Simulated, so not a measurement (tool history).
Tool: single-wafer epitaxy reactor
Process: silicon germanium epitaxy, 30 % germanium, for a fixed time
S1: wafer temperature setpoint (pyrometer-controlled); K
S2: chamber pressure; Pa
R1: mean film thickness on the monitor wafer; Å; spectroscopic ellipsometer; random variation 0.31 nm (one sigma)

run,day,S1,S2,R1
1,0.000,888.15,2173,698.12
2,0.058,891.15,2173,727.19
3,0.150,884.15,2173,657.52
4,0.254,888.15,2186,693.83
5,0.538,891.15,2200,729.59
6,0.612,891.15,2546,766.78

Forecast run 7:
7,0.888,892.15,2546,?

{"run 7": {"R1": 779.72}}

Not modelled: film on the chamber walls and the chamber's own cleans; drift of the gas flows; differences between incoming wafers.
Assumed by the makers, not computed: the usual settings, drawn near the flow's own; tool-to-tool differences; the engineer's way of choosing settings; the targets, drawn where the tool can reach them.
